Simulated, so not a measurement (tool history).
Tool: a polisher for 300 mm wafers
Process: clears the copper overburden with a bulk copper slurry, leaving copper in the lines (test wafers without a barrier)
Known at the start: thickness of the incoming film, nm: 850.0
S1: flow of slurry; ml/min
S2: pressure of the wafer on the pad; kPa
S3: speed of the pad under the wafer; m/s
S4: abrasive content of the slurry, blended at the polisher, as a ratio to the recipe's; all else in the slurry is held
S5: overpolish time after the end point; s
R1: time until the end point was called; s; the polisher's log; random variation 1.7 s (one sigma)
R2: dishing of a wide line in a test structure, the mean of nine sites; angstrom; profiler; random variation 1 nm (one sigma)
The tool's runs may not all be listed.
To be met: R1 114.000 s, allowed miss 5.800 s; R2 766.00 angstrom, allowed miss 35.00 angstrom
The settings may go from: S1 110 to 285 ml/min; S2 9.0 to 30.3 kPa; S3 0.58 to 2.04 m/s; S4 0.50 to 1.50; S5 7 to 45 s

Run 1, day 0.000: S1 180 ml/min, S2 19.3 kPa, S3 1.30 m/s, S4 1.00, S5 23 s. Result: R1 72.995 s, R2 1215.60 angstrom.
Run 2, day 0.054: S1 180 ml/min, S2 19.3 kPa, S3 1.30 m/s, S4 1.00, S5 32 s. Result: R1 72.027 s, R2 1371.40 angstrom.
Run 3, day 0.104: S1 180 ml/min, S2 16.5 kPa, S3 1.30 m/s, S4 1.00, S5 26 s. Result: R1 86.088 s, R2 1163.50 angstrom.
Run 4, day 0.288: S1 180 ml/min, S2 15.2 kPa, S3 1.30 m/s, S4 1.00, S5 20 s. Result: R1 88.119 s, R2 974.43 angstrom.
Run 5, day 0.388: S1 180 ml/min, S2 13.8 kPa, S3 1.30 m/s, S4 1.00, S5 19 s. Result: R1 99.534 s, R2 872.03 angstrom.
Run 6, day 0.588: S1 180 ml/min, S2 13.8 kPa, S3 1.30 m/s, S4 1.20, S5 19 s. Result: R1 93.785 s, R2 900.66 angstrom.
Run 7, day 0.812: S1 180 ml/min, S2 13.1 kPa, S3 1.30 m/s, S4 1.20, S5 19 s. Result: R1 98.269 s, R2 888.84 angstrom.
Run 8, day 1.154: S1 180 ml/min, S2 12.4 kPa, S3 1.30 m/s, S4 1.20, S5 18 s. Result: R1 100.330 s, R2 819.94 angstrom.
Run 9, day 1.408: S1 175 ml/min, S2 9.7 kPa, S3 1.28 m/s, S4 1.20, S5 20 s. Result: R1 129.920 s, R2 728.36 angstrom.
Run 10, day 1.758: S1 185 ml/min, S2 9.7 kPa, S3 1.28 m/s, S4 1.20, S5 20 s. Result: R1 125.340 s, R2 750.22 angstrom.
Run 11, day 1.954: S1 190 ml/min, S2 9.7 kPa, S3 1.28 m/s, S4 1.20, S5 19 s. Result: R1 123.690 s, R2 708.47 angstrom.

Which of these 5 next moves meets every target?
Run A, day 2.150: S1 170 ml/min, S2 14.5 kPa, S3 1.02 m/s, S4 1.30, S5 19 s. Result: R1 ?, R2 ?.
Run B, day 2.150: S1 185 ml/min, S2 9.7 kPa, S3 1.48 m/s, S4 1.10, S5 19 s. Result: R1 ?, R2 ?.
Run C, day 2.150: S1 215 ml/min, S2 9.0 kPa, S3 1.24 m/s, S4 1.20, S5 17 s. Result: R1 ?, R2 ?.
Run D, day 2.150: S1 195 ml/min, S2 9.0 kPa, S3 1.38 m/s, S4 1.20, S5 18 s. Result: R1 ?, R2 ?.
Run E, day 2.150: S1 200 ml/min, S2 9.7 kPa, S3 1.48 m/s, S4 0.95, S5 24 s. Result: R1 ?, R2 ?.

move       R1      R2
   A  112.150  808.47
   B  110.570  762.06
   C  133.810  628.87
   D  122.250  688.88
   E  112.340  851.80
A: brings the result that was furthest off to its target, and leaves another outside
B: meets every target
C: further off than the last run
D: further off than the last run
E: brings the result that was furthest off to its target, and leaves another outside
Answer: B

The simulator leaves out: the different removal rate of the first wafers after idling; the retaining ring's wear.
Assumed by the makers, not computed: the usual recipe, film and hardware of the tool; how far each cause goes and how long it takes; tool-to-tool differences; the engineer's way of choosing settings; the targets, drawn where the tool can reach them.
